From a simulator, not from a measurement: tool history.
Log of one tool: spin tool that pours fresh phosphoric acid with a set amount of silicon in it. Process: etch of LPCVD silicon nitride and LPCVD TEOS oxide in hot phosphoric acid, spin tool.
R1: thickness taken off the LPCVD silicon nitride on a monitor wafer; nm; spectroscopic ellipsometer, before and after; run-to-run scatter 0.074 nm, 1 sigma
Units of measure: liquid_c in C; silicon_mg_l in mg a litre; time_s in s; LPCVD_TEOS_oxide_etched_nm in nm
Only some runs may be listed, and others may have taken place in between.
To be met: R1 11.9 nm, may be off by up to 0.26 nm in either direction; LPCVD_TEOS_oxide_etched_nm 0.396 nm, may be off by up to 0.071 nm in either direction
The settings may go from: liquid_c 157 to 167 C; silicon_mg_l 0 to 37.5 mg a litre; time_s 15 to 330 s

run 1 hour=0 | liquid_c=162 silicon_mg_l=16.5 time_s=170 | R1=17.863 LPCVD_TEOS_oxide_etched_nm=0.49324
run 2 hour=1 | liquid_c=162 silicon_mg_l=16.5 time_s=200 | R1=21.181 LPCVD_TEOS_oxide_etched_nm=0.51683
run 3 hour=10 | liquid_c=163 silicon_mg_l=16.5 time_s=200 | R1=21.78 LPCVD_TEOS_oxide_etched_nm=0.67248
run 4 hour=14.8 | liquid_c=162.5 silicon_mg_l=14.5 time_s=185 | R1=19.771 LPCVD_TEOS_oxide_etched_nm=0.59365
run 5 hour=17.1 | liquid_c=162.5 silicon_mg_l=20 time_s=185 | R1=19.715 LPCVD_TEOS_oxide_etched_nm=0.49086
run 6 hour=20.3 | liquid_c=164 silicon_mg_l=20 time_s=185 | R1=20.815 LPCVD_TEOS_oxide_etched_nm=0.58411
run 7 hour=22.1 | liquid_c=164 silicon_mg_l=20 time_s=185 | R1=20.837 LPCVD_TEOS_oxide_etched_nm=0.53859
run 8 hour=25.7 | liquid_c=161.5 silicon_mg_l=9.5 time_s=110 | R1=11.42 LPCVD_TEOS_oxide_etched_nm=0.3863
run 9 hour=27.2 | liquid_c=161.5 silicon_mg_l=9.5 time_s=110 | R1=11.361 LPCVD_TEOS_oxide_etched_nm=0.35265
run 10 hour=31.8 | liquid_c=162 silicon_mg_l=9.5 time_s=110 | R1=11.556 LPCVD_TEOS_oxide_etched_nm=0.37261

Below are 5 possible settings for the next run. Only one of them brings all results inside the allowed miss of their targets. Which is it?
run A hour=36.4 | liquid_c=163 silicon_mg_l=10 time_s=110 | R1=? LPCVD_TEOS_oxide_etched_nm=?
run B hour=36.4 | liquid_c=161 silicon_mg_l=0 time_s=110 | R1=? LPCVD_TEOS_oxide_etched_nm=?
run C hour=36.4 | liquid_c=162 silicon_mg_l=15 time_s=105 | R1=? LPCVD_TEOS_oxide_etched_nm=?
run D hour=36.4 | liquid_c=164 silicon_mg_l=5.5 time_s=100 | R1=? LPCVD_TEOS_oxide_etched_nm=?
run E hour=36.4 | liquid_c=162 silicon_mg_l=8 time_s=105 | R1=? LPCVD_TEOS_oxide_etched_nm=?

move=A R1=12.038 LPCVD_TEOS_oxide_etched_nm=0.40752
move=B R1=11.263 LPCVD_TEOS_oxide_etched_nm=0.43006
move=C R1=11.116 LPCVD_TEOS_oxide_etched_nm=0.32136
move=D R1=11.311 LPCVD_TEOS_oxide_etched_nm=0.43835
move=E R1=11.116 LPCVD_TEOS_oxide_etched_nm=0.37759
A: all results in spec
B: lands further from the targets than the last run did
C: lands further from the targets than the last run did
D: lands further from the targets than the last run did
E: lands further from the targets than the last run did
A is the move that brings every result within its allowed miss.
